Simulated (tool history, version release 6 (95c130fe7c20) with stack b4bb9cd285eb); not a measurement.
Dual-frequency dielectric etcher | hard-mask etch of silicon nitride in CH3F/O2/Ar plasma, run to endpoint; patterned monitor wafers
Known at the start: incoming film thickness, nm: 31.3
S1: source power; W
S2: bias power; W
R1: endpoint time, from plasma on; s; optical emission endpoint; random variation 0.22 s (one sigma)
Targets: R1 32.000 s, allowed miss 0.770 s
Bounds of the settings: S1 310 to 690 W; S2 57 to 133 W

run	hour	S1	S2	R1
1	0.0	500	95	37.139
2	3.3	500	104	35.410
3	9.6	500	95	36.685
4	10.9	500	80	40.468
5	19.0	460	80	41.856
6	25.0	490	83	39.700
7	27.4	520	85	38.363
8	30.7	540	86	37.209

Which of these 5 next moves meets every target?
A	34.0	460	68	?
B	34.0	580	93	?
C	34.0	650	97	?
D	34.0	480	73	?
E	34.0	620	115	?

move	R1
A	44.546
B	34.358
C	31.844
D	42.175
E	30.391
A: further off than the last run
B: nearer than the last run, and not there yet
C: meets every target
D: further off than the last run
E: takes the result that was furthest off past its target
Answer: C
